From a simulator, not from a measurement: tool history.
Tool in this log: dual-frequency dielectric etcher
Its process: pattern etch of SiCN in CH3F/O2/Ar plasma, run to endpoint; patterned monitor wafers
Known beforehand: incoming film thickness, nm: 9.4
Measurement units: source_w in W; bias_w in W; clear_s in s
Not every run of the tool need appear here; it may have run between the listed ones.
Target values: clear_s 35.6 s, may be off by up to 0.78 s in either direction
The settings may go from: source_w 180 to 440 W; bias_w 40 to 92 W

run 1 hour=0 | source_w=310 bias_w=66 | clear_s=26.434
run 2 hour=8.7 | source_w=310 bias_w=74 | clear_s=25.567
run 3 hour=15 | source_w=310 bias_w=79 | clear_s=24.785
run 4 hour=16.1 | source_w=310 bias_w=85 | clear_s=24.469
run 5 hour=18.3 | source_w=330 bias_w=85 | clear_s=23.445
run 6 hour=26.2 | source_w=310 bias_w=81 | clear_s=24.878
run 7 hour=33.2 | source_w=300 bias_w=77 | clear_s=25.563
run 8 hour=34.7 | source_w=290 bias_w=73 | clear_s=26.546
run 9 hour=38.2 | source_w=290 bias_w=73 | clear_s=26.471
run 10 hour=43.6 | source_w=230 bias_w=60 | clear_s=31.826
run 11 hour=51.8 | source_w=180 bias_w=53 | clear_s=39.632
run 12 hour=59.1 | source_w=230 bias_w=54 | clear_s=33.021

Next run, 5 choices. One meets every target within its allowed miss, the rest don't. Which?
run A hour=66.4 | source_w=260 bias_w=51 | clear_s=?
run B hour=66.4 | source_w=270 bias_w=53 | clear_s=?
run C hour=66.4 | source_w=260 bias_w=61 | clear_s=?
run D hour=66.4 | source_w=180 bias_w=58 | clear_s=?
run E hour=66.4 | source_w=200 bias_w=56 | clear_s=?

move=A clear_s=31.725
move=B clear_s=30.708
move=C clear_s=29.952
move=D clear_s=38.698
move=E clear_s=35.86
A: the biggest miss grows against the last run
B: the biggest miss grows against the last run
C: the biggest miss grows against the last run
D: takes the result that was furthest off past its target
E: every result lands within tolerance
Correct choice: E, which meets every target
